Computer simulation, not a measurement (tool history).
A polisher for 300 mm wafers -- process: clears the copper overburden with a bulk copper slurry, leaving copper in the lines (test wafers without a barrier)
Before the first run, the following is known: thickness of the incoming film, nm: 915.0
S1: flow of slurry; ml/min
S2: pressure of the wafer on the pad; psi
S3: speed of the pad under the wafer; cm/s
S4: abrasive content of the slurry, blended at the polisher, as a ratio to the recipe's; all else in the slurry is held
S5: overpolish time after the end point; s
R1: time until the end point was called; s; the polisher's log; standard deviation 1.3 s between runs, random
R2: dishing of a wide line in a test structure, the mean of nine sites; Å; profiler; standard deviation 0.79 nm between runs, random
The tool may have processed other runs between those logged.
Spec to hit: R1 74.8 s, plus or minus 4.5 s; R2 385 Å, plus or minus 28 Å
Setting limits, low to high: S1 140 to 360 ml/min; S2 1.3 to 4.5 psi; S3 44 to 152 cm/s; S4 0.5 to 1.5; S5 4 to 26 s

{"run": 1, "day": 0.0, "S1": 230, "S2": 2.9, "S3": 98, "S4": 1, "S5": 13, "R1": 99.254, "R2": 790.92}
{"run": 2, "day": 0.171, "S1": 230, "S2": 2.9, "S3": 88, "S4": 1, "S5": 13, "R1": 110.27, "R2": 726.93}
{"run": 3, "day": 0.421, "S1": 235, "S2": 2.8, "S3": 98, "S4": 1.05, "S5": 11, "R1": 104.8, "R2": 699.22}
{"run": 4, "day": 0.575, "S1": 215, "S2": 3.2, "S3": 90, "S4": 0.9, "S5": 9, "R1": 105.77, "R2": 603.58}
{"run": 5, "day": 0.912, "S1": 200, "S2": 3.5, "S3": 90, "S4": 0.8, "S5": 8, "R1": 97.648, "R2": 535.86}
{"run": 6, "day": 1.029, "S1": 200, "S2": 3.1, "S3": 90, "S4": 0.8, "S5": 8, "R1": 106.34, "R2": 499.36}
{"run": 7, "day": 1.233, "S1": 185, "S2": 3.1, "S3": 98, "S4": 0.75, "S5": 7, "R1": 104.33, "R2": 473.92}
{"run": 8, "day": 1.358, "S1": 140, "S2": 2.9, "S3": 126, "S4": 0.5, "S5": 4, "R1": 96.96, "R2": 293.72}
{"run": 9, "day": 1.712, "S1": 145, "S2": 3, "S3": 128, "S4": 0.5, "S5": 4, "R1": 89.38, "R2": 309.53}
{"run": 10, "day": 1.921, "S1": 155, "S2": 3.5, "S3": 128, "S4": 0.5, "S5": 5, "R1": 76.79, "R2": 451.74}
{"run": 11, "day": 2.079, "S1": 150, "S2": 3.4, "S3": 130, "S4": 0.5, "S5": 5, "R1": 80.008, "R2": 451.03}
{"run": 12, "day": 2.321, "S1": 150, "S2": 3.3, "S3": 134, "S4": 0.5, "S5": 5, "R1": 78.647, "R2": 426.39}
{"run": 13, "day": 2.612, "S1": 150, "S2": 3.3, "S3": 136, "S4": 0.5, "S5": 5, "R1": 75.054, "R2": 449.7}
{"run": 14, "day": 2.85, "S1": 150, "S2": 3.2, "S3": 138, "S4": 0.5, "S5": 5, "R1": 78.264, "R2": 442.88}

Which one of the following 5 next-run settings gets every result inside its allowed miss? There is exactly one.
{"run": "A", "day": 3.088, "S1": 195, "S2": 3.4, "S3": 122, "S4": 0.5, "S5": 6, "R1": "?", "R2": "?"}
{"run": "B", "day": 3.088, "S1": 160, "S2": 3.6, "S3": 132, "S4": 0.55, "S5": 6, "R1": "?", "R2": "?"}
{"run": "C", "day": 3.088, "S1": 145, "S2": 2.8, "S3": 152, "S4": 0.65, "S5": 6, "R1": "?", "R2": "?"}
{"run": "D", "day": 3.088, "S1": 140, "S2": 3.2, "S3": 144, "S4": 0.65, "S5": 4, "R1": "?", "R2": "?"}
{"run": "E", "day": 3.088, "S1": 150, "S2": 2.8, "S3": 152, "S4": 0.6, "S5": 6, "R1": "?", "R2": "?"}

move=A R1=79.562 R2=510.55
move=B R1=70.959 R2=565.51
move=C R1=78.436 R2=511.18
move=D R1=73.152 R2=382.62
move=E R1=78.856 R2=508.84
A: further off than the last run
B: further off than the last run
C: further off than the last run
D: every result lands within tolerance
E: further off than the last run
Go with D: it meets all targets.

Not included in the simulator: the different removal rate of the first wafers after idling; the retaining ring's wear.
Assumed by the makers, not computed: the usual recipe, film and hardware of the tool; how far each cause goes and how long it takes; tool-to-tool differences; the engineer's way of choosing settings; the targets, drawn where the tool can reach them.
